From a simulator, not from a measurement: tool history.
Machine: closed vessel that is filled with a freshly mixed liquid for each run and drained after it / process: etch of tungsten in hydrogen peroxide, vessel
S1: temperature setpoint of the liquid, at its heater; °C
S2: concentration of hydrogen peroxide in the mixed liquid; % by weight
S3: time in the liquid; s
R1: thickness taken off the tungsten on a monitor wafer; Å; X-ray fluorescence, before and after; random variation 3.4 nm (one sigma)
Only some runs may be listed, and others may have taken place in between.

{"run": 1, "hour": 0.0, "S1": 52.0, "S2": 22.0, "S3": 100, "R1": 3223.7}
{"run": 2, "hour": 2.9, "S1": 53.0, "S2": 22.0, "S3": 100, "R1": 3389.3}
{"run": 3, "hour": 11.1, "S1": 53.0, "S2": 24.5, "S3": 100, "R1": 3623.7}
{"run": 4, "hour": 17.3, "S1": 53.5, "S2": 24.5, "S3": 100, "R1": 3732.6}
{"run": 5, "hour": 21.1, "S1": 54.0, "S2": 24.5, "S3": 100, "R1": 3789.1}
{"run": 6, "hour": 29.8, "S1": 54.0, "S2": 24.5, "S3": 100, "R1": 3861.9}
{"run": 7, "hour": 30.6, "S1": 54.5, "S2": 24.5, "S3": 100, "R1": 3980.0}
{"run": 8, "hour": 32.1, "S1": 55.0, "S2": 24.5, "S3": 100, "R1": 4084.5}
{"run": 9, "hour": 33.0, "S1": 55.5, "S2": 24.5, "S3": 100, "R1": 4230.1}

Run 10 has not been measured yet. What should we expect?
{"run": 10, "hour": 38.0, "S1": 56.0, "S2": 24.5, "S3": 100, "R1": "?"}

R1: 4333.9 Å
